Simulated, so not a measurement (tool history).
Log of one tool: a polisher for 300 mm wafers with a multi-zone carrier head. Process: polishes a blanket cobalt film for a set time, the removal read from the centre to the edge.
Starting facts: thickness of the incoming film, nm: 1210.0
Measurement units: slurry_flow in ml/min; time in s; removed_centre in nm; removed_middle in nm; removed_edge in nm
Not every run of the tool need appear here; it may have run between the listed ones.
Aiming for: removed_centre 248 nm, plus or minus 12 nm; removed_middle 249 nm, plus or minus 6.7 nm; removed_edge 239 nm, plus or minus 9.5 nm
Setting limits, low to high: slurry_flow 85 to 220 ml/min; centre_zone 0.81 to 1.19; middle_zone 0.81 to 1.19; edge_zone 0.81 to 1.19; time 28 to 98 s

Run 1, hour 0: slurry_flow 140 ml/min, centre_zone 1, middle_zone 1, edge_zone 1, time 63 s. Result: removed_centre 209.27 nm, removed_middle 217.31 nm, removed_edge 227.29 nm.
Run 2, hour 2.6: slurry_flow 150 ml/min, centre_zone 1.01, middle_zone 1.01, edge_zone 1, time 63 s. Result: removed_centre 211.11 nm, removed_middle 221.98 nm, removed_edge 224.24 nm.
Run 3, hour 6.8: slurry_flow 155 ml/min, centre_zone 1.03, middle_zone 1.02, edge_zone 1.01, time 64 s. Result: removed_centre 223.43 nm, removed_middle 230.82 nm, removed_edge 230.22 nm.
Run 4, hour 8.3: slurry_flow 155 ml/min, centre_zone 1.03, middle_zone 0.97, edge_zone 1.01, time 64 s. Result: removed_centre 229.15 nm, removed_middle 218.95 nm, removed_edge 231.38 nm.
Run 5, hour 11: slurry_flow 165 ml/min, centre_zone 1.03, middle_zone 0.98, edge_zone 1.01, time 64 s. Result: removed_centre 224.34 nm, removed_middle 223.7 nm, removed_edge 227.27 nm.
Run 6, hour 19: slurry_flow 165 ml/min, centre_zone 1.03, middle_zone 0.98, edge_zone 1.09, time 64 s. Result: removed_centre 219.92 nm, removed_middle 223.41 nm, removed_edge 238.96 nm.
At hour 26.1: centre zone pressure recalibrated.
Run 7, hour 26.1: slurry_flow 170 ml/min, centre_zone 1.04, middle_zone 0.99, edge_zone 1.09, time 64 s. Result: removed_centre 245.1 nm, removed_middle 229.77 nm, removed_edge 244.27 nm.
Run 8, hour 29.2: slurry_flow 175 ml/min, centre_zone 1.04, middle_zone 1, edge_zone 1.08, time 64 s. Result: removed_centre 245.75 nm, removed_middle 229.72 nm, removed_edge 241.34 nm.
Run 9, hour 32.1: slurry_flow 175 ml/min, centre_zone 1.03, middle_zone 1.02, edge_zone 1.07, time 64 s. Result: removed_centre 246.46 nm, removed_middle 234.74 nm, removed_edge 246.87 nm.
Run 10, hour 39.5: slurry_flow 200 ml/min, centre_zone 1.02, middle_zone 1.1, edge_zone 0.97, time 61 s. Result: removed_centre 229.93 nm, removed_middle 241.13 nm, removed_edge 225.87 nm.

Consider the 4 candidate settings below. Which is the only one whose results all fall within their allowed miss of target?
Run A, hour 46.9: slurry_flow 180 ml/min, centre_zone 0.98, middle_zone 1.19, edge_zone 1.03, time 59 s. Result: removed_centre ?, removed_middle ?, removed_edge ?.
Run B, hour 46.9: slurry_flow 190 ml/min, centre_zone 0.88, middle_zone 1.14, edge_zone 1.03, time 61 s. Result: removed_centre ?, removed_middle ?, removed_edge ?.
Run C, hour 46.9: slurry_flow 200 ml/min, centre_zone 1, middle_zone 1.06, edge_zone 1.01, time 65 s. Result: removed_centre ?, removed_middle ?, removed_edge ?.
Run D, hour 46.9: slurry_flow 190 ml/min, centre_zone 0.97, middle_zone 1.14, edge_zone 1.07, time 59 s. Result: removed_centre ?, removed_middle ?, removed_edge ?.

move  removed_centre  removed_middle  removed_edge
   A          219.26          245.07         216.5
   B           205.3          246.42        225.43
   C          250.89          248.49        239.56
   D          219.05          238.21        222.18
A: its largest miss is bigger than the last run's
B: its largest miss is bigger than the last run's
C: every result lands within tolerance
D: its largest miss is bigger than the last run's
Move C is the one to make.
